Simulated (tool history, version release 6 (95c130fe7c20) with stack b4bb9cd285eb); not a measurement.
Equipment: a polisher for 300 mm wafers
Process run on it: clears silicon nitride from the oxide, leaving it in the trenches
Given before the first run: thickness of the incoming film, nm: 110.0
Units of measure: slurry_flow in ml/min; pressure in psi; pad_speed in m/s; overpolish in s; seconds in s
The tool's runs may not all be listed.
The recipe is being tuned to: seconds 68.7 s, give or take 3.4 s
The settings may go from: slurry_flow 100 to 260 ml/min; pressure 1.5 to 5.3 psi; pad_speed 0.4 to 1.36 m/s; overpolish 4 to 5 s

run  hour  slurry_flow  pressure  pad_speed  overpolish  seconds
  1     0          165       3.4       0.88           5   122.24
  2   3.4          165       3.4        0.8           5   138.17
  3   6.4          165       3.4       0.68           5   159.29
  4  10.8          165       3.4       0.68           5   156.88
  5  16.3          170         4       0.76           5   119.07
  6  21.6          150         4       0.76           5   123.17
  7  22.4          160       4.4        0.8           5      105
  8  31.1          165       4.7       0.84           5   94.391

Exercise: of the 4 proposed moves below, exactly one satisfies all targets within the stated allowed misses. Which move is it?
  A  39.8          155       4.8       0.98           5        ?
  B  39.8          130       5.3       1.04           5        ?
  C  39.8          175       5.1       0.94           5        ?
  D  39.8          155       4.8          1           4        ?

move  seconds
   A   80.198
   B    70.33
   C   77.519
   D   78.637
A: better than the last run, though not everything is in spec
B: all results land within tolerance of their targets
C: better than the last run, though not everything is in spec
D: better than the last run, though not everything is in spec
Go with B: it meets all targets.
